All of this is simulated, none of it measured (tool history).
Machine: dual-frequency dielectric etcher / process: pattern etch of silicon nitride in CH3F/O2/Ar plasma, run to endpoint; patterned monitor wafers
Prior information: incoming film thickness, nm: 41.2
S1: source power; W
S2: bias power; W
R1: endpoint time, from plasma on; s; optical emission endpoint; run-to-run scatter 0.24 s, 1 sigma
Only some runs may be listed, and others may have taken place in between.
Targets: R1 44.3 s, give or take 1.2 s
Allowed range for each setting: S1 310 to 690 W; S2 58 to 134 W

| run | day | S1 | S2 | R1 |
|---|---|---|---|---|
| 1 | 0 | 500 | 96 | 48.702 |
| 2 | 0.358 | 530 | 98 | 48.251 |
| 3 | 0.542 | 530 | 104 | 46.71 |
| 4 | 0.746 | 450 | 104 | 50.108 |
| 5 | 0.954 | 490 | 107 | 48.192 |
| 6 | 1.283 | 520 | 109 | 47.037 |
| 7 | 1.333 | 540 | 111 | 45.734 |
| 8 | 1.538 | 540 | 111 | 45.954 |

Next run, 5 choices. One meets every target within its allowed miss, the rest don't. Which?
| A | 1.742 | 480 | 102 | ? |
| B | 1.742 | 520 | 95 | ? |
| C | 1.742 | 670 | 92 | ? |
| D | 1.742 | 430 | 106 | ? |
| E | 1.742 | 460 | 108 | ? |

| move | R1 |
|---|---|
| A | 49.591 |
| B | 48.977 |
| C | 44.65 |
| D | 51.267 |
| E | 49.633 |
A: the biggest miss grows against the last run
B: the biggest miss grows against the last run
C: all results land within tolerance of their targets
D: the biggest miss grows against the last run
E: the biggest miss grows against the last run
The right move is C.
